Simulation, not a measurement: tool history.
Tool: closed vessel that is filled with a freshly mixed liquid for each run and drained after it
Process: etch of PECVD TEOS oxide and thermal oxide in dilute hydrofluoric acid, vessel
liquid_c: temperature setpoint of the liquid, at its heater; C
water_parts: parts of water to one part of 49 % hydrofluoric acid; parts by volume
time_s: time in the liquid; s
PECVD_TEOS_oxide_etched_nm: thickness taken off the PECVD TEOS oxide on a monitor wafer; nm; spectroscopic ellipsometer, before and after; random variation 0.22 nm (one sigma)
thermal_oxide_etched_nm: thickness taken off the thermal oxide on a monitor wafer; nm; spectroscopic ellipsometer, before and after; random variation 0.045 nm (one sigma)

{"run": 1, "day": 0.0, "liquid_c": 21, "water_parts": 45, "time_s": 60, "PECVD_TEOS_oxide_etched_nm": 26.216, "thermal_oxide_etched_nm": 6.3004}
{"run": 2, "day": 0.229, "liquid_c": 23.5, "water_parts": 45, "time_s": 60, "PECVD_TEOS_oxide_etched_nm": 28.961, "thermal_oxide_etched_nm": 6.9147}
{"run": 3, "day": 0.588, "liquid_c": 23.5, "water_parts": 45, "time_s": 75, "PECVD_TEOS_oxide_etched_nm": 36.213, "thermal_oxide_etched_nm": 8.7062}
{"run": 4, "day": 0.662, "liquid_c": 20.5, "water_parts": 45, "time_s": 75, "PECVD_TEOS_oxide_etched_nm": 31.828, "thermal_oxide_etched_nm": 7.692}
{"run": 5, "day": 0.912, "liquid_c": 21.5, "water_parts": 45, "time_s": 75, "PECVD_TEOS_oxide_etched_nm": 33.016, "thermal_oxide_etched_nm": 7.9852}
{"run": 6, "day": 1.029, "liquid_c": 21.5, "water_parts": 45, "time_s": 55, "PECVD_TEOS_oxide_etched_nm": 24.378, "thermal_oxide_etched_nm": 5.8789}
{"run": 7, "day": 1.362, "liquid_c": 22.5, "water_parts": 45, "time_s": 55, "PECVD_TEOS_oxide_etched_nm": 25.496, "thermal_oxide_etched_nm": 6.1651}

Forecast run 8:
{"run": 8, "day": 1.45, "liquid_c": 23.5, "water_parts": 45, "time_s": 55, "PECVD_TEOS_oxide_etched_nm": "?", "thermal_oxide_etched_nm": "?"}

{"run 8": {"PECVD_TEOS_oxide_etched_nm": 26.621, "thermal_oxide_etched_nm": 6.3685}}

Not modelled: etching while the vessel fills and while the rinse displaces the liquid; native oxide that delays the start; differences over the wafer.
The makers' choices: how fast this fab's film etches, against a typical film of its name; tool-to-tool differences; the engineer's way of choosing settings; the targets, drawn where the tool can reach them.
